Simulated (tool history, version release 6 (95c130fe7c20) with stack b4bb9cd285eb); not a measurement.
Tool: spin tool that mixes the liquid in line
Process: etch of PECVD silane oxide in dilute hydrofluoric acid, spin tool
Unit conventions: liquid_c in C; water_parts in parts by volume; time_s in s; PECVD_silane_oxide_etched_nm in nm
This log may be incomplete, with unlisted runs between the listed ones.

run 1 day=0.000 | liquid_c=23.0 water_parts=190 time_s=15 | PECVD_silane_oxide_etched_nm=1.5577
run 2 day=0.275 | liquid_c=23.0 water_parts=240 time_s=15 | PECVD_silane_oxide_etched_nm=1.1663
run 3 day=0.471 | liquid_c=24.0 water_parts=220 time_s=15 | PECVD_silane_oxide_etched_nm=1.3765
run 4 day=0.792 | liquid_c=27.5 water_parts=220 time_s=15 | PECVD_silane_oxide_etched_nm=1.5564
run 5 day=0.954 | liquid_c=27.5 water_parts=220 time_s=15 | PECVD_silane_oxide_etched_nm=1.5504
run 6 day=1.112 | liquid_c=28.0 water_parts=205 time_s=15 | PECVD_silane_oxide_etched_nm=1.7182
run 7 day=1.212 | liquid_c=28.5 water_parts=190 time_s=15 | PECVD_silane_oxide_etched_nm=1.9473

For run 8, what comes out?
run 8 day=1.512 | liquid_c=29.0 water_parts=175 time_s=15 | PECVD_silane_oxide_etched_nm=?

PECVD_silane_oxide_etched_nm: 2.1571 nm

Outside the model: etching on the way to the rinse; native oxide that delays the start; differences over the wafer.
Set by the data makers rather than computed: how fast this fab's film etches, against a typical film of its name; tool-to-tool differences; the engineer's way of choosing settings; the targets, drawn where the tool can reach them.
